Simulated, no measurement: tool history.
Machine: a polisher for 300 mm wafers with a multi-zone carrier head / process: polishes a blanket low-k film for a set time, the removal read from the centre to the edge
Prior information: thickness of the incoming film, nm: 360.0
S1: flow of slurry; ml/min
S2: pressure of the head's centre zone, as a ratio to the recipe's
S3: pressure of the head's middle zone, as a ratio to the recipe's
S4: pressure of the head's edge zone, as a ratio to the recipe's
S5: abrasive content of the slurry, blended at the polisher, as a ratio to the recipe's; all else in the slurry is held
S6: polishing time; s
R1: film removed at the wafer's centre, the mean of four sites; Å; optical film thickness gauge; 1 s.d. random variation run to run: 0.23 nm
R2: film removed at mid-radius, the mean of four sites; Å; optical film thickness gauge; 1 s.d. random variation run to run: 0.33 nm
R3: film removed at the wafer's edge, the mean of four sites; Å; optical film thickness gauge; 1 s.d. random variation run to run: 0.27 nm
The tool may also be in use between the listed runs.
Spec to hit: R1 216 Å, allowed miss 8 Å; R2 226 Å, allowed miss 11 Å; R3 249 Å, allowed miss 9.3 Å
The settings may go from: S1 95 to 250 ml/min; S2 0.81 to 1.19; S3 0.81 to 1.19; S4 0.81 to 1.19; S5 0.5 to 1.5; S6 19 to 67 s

| run | hour | S1 | S2 | S3 | S4 | S5 | S6 | R1 | R2 | R3 |
|---|---|---|---|---|---|---|---|---|---|---|
| 1 | 0 | 160 | 1 | 1 | 1 | 1 | 43 | 282.76 | 302.7 | 300.1 |
| 2 | 1.4 | 155 | 0.98 | 0.97 | 0.99 | 0.95 | 43 | 273.6 | 286.04 | 294.18 |
| 3 | 2.7 | 155 | 1.03 | 0.97 | 0.99 | 0.95 | 43 | 286.91 | 285.46 | 290.12 |
| 4 | 5.7 | 150 | 1 | 0.96 | 0.98 | 0.9 | 43 | 277.21 | 269.38 | 283.1 |
| 5 | 10.4 | 150 | 1.05 | 0.96 | 0.98 | 0.9 | 43 | 285.44 | 274.26 | 284.81 |
| 6 | 17.5 | 150 | 1.05 | 1.01 | 0.98 | 0.9 | 43 | 286.81 | 293.1 | 281.7 |
| 7 | 25.5 | 145 | 1.01 | 1 | 0.98 | 0.85 | 43 | 269.39 | 276.35 | 273.59 |
| 8 | 30.7 | 140 | 0.98 | 0.99 | 0.98 | 0.8 | 43 | 253.47 | 271.45 | 271.19 |
| 9 | 32.4 | 135 | 0.96 | 0.97 | 0.97 | 0.75 | 43 | 250.14 | 259.03 | 263.08 |
| 10 | 38.3 | 130 | 0.94 | 0.96 | 0.97 | 0.7 | 43 | 238 | 255.7 | 254.76 |
| 11 | 39.9 | 130 | 0.93 | 0.94 | 0.98 | 0.7 | 43 | 234.75 | 248.66 | 259.2 |
| 12 | 47.6 | 130 | 0.92 | 0.93 | 0.98 | 0.7 | 43 | 231.17 | 241.45 | 261.92 |
| 13 | 53.2 | 130 | 0.91 | 0.93 | 0.98 | 0.7 | 43 | 229.56 | 237.89 | 258.59 |
| 14 | 55.6 | 130 | 0.9 | 0.93 | 0.98 | 0.7 | 43 | 229.4 | 243.32 | 258.44 |
| 15 | 63.6 | 130 | 0.9 | 0.93 | 0.98 | 0.7 | 43 | 225.38 | 240.16 | 261.44 |
| 16 | 72.1 | 130 | 0.9 | 0.93 | 0.97 | 0.7 | 43 | 224.07 | 247.97 | 257.74 |
| 17 | 75.1 | 130 | 0.9 | 0.93 | 0.97 | 0.7 | 43 | 223.4 | 240.65 | 258.49 |
| 18 | 79 | 130 | 0.9 | 0.92 | 0.96 | 0.7 | 43 | 231.32 | 236.46 | 256.4 |
| 19 | 81.2 | 130 | 0.89 | 0.92 | 0.96 | 0.7 | 43 | 226.43 | 233.33 | 251.11 |

Next run, 4 choices. One meets every target within its allowed miss, the rest don't. Which?
| A | 83.4 | 135 | 0.9 | 0.9 | 1.01 | 0.5 | 40 | ? | ? | ? |
| B | 83.4 | 140 | 0.82 | 0.93 | 1 | 0.55 | 43 | ? | ? | ? |
| C | 83.4 | 100 | 0.9 | 0.88 | 0.91 | 0.6 | 46 | ? | ? | ? |
| D | 83.4 | 115 | 0.93 | 0.87 | 1.07 | 0.65 | 38 | ? | ? | ? |

| move | R1 | R2 | R3 |
|---|---|---|---|
| A | 194.79 | 205.01 | 227.14 |
| B | 200.11 | 233.7 | 250.21 |
| C | 214.47 | 224.21 | 248.78 |
| D | 194.46 | 194.67 | 229.91 |
A: takes the result that was furthest off past its target
B: takes the result that was furthest off past its target
C: hits every target within its allowed miss
D: takes the result that was furthest off past its target
Correct choice: C, which meets every target
